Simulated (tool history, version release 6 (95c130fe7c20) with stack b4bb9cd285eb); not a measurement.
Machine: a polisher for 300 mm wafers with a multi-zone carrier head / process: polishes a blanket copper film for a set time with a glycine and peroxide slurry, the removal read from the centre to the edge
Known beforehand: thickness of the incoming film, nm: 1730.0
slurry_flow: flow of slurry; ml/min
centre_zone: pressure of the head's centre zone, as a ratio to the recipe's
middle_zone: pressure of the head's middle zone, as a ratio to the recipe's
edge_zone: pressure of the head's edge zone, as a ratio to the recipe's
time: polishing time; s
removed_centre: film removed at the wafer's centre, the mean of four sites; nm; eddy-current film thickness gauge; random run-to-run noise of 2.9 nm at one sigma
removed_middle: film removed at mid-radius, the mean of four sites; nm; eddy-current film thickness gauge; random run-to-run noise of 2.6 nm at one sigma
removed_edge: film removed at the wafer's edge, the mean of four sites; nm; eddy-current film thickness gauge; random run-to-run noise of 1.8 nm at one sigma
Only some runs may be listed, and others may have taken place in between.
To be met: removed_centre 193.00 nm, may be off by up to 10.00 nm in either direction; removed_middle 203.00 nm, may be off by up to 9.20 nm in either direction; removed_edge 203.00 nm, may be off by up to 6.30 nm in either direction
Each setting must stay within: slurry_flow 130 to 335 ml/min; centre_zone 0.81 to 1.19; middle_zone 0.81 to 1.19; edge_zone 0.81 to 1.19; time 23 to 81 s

| run | hour | slurry_flow | centre_zone | middle_zone | edge_zone | time | removed_centre | removed_middle | removed_edge |
|---|---|---|---|---|---|---|---|---|---|
| 1 | 0.0 | 215 | 1.00 | 1.00 | 1.00 | 52 | 245.10 | 242.23 | 246.89 |
| 2 | 8.9 | 210 | 0.97 | 0.99 | 0.96 | 50 | 226.00 | 227.61 | 228.35 |
| 3 | 14.1 | 210 | 0.97 | 0.99 | 0.96 | 42 | 182.33 | 192.24 | 190.99 |
| 4 | 20.7 | 170 | 0.97 | 0.99 | 0.96 | 42 | 178.07 | 186.87 | 187.90 |
| 5 | 22.1 | 215 | 0.97 | 0.99 | 0.96 | 42 | 194.00 | 194.67 | 190.18 |
| 6 | 26.1 | 215 | 0.92 | 0.99 | 0.96 | 42 | 179.23 | 189.23 | 193.21 |
| 7 | 33.7 | 225 | 0.93 | 1.00 | 0.97 | 42 | 186.12 | 198.01 | 190.43 |
| 8 | 41.9 | 225 | 0.93 | 1.00 | 0.99 | 42 | 182.62 | 198.13 | 192.11 |

Which single option among these 4 for the next run brings every result within its allowed miss of target? Just one does.
| A | 50.1 | 235 | 0.98 | 1.03 | 0.96 | 42 | ? | ? | ? |
| B | 50.1 | 255 | 0.93 | 1.11 | 0.98 | 44 | ? | ? | ? |
| C | 50.1 | 335 | 0.96 | 1.01 | 1.04 | 41 | ? | ? | ? |
| D | 50.1 | 200 | 0.97 | 0.86 | 0.98 | 44 | ? | ? | ? |

| move | removed_centre | removed_middle | removed_edge |
|---|---|---|---|
| A | 185.22 | 196.78 | 193.05 |
| B | 185.95 | 218.97 | 205.43 |
| C | 183.95 | 196.24 | 201.15 |
| D | 187.85 | 179.65 | 201.71 |
A: moves toward the targets from the last run without getting all of them in spec
B: puts the biggest miss on target and leaves a different result outside tolerance
C: every result within its allowed miss
D: puts the biggest miss on target and leaves a different result outside tolerance
The move that meets every target is C.

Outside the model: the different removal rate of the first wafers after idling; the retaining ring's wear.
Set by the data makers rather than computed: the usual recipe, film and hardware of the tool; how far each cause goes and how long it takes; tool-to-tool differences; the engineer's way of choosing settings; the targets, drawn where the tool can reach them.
